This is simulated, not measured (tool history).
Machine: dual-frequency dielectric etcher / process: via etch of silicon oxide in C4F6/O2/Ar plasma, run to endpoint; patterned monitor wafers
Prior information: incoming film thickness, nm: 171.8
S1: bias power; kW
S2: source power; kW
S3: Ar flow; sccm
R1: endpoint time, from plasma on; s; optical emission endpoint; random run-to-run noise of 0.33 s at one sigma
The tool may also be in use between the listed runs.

run 1 hour=0.0 | S1=0.615 S2=0.340 S3=322 | R1=35.421
run 2 hour=1.8 | S1=0.661 S2=0.340 S3=322 | R1=34.749
run 3 hour=4.9 | S1=0.661 S2=0.390 S3=322 | R1=32.680
run 4 hour=8.6 | S1=0.661 S2=0.350 S3=322 | R1=34.240
run 5 hour=16.2 | S1=0.661 S2=0.330 S3=322 | R1=34.710
run 6 hour=23.9 | S1=0.566 S2=0.330 S3=322 | R1=36.920
run 7 hour=29.8 | S1=0.566 S2=0.330 S3=322 | R1=36.976

What does the tool deliver on the next run?
run 8 hour=30.8 | S1=0.527 S2=0.320 S3=325 | R1=?

Logged for run 8: R1 38.253 s.

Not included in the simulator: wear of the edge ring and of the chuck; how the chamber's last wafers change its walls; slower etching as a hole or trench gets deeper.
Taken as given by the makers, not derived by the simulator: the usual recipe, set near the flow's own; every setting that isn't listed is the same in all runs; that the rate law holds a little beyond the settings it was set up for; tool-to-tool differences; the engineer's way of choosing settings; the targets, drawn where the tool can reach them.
